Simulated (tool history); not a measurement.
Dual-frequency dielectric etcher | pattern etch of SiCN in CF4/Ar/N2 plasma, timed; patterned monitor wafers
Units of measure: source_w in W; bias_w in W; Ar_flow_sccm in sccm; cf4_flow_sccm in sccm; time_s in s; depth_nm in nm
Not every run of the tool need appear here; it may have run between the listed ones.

run	hour	source_w	bias_w	Ar_flow_sccm	cf4_flow_sccm	time_s	depth_nm
1	0	300	56	139	51	37.5	18.527
2	1.1	300	56	163	51	37.5	18.253
3	4.4	250	56	163	51	37.5	15.797
4	8.5	250	56	163	51	34.5	14.519
5	12.7	250	56	147	51	34.5	14.735
6	14.4	270	56	147	51	34.5	15.68
7	16	290	56	147	51	34.5	16.386
8	23.7	310	56	147	51	34.5	17.523
9	32.1	330	56	147	51	34.5	18.348
10	34.9	340	56	147	51	34.5	18.659
11	37.4	350	56	147	51	34.5	18.977
12	39.6	360	57	146	51	34.5	19.778
13	42.3	370	57	146	51	34.5	19.908

What will run 14 give?
14	50.8	380	58	145	51	34.5	?

{"run 14": {"depth_nm": 20.639}}

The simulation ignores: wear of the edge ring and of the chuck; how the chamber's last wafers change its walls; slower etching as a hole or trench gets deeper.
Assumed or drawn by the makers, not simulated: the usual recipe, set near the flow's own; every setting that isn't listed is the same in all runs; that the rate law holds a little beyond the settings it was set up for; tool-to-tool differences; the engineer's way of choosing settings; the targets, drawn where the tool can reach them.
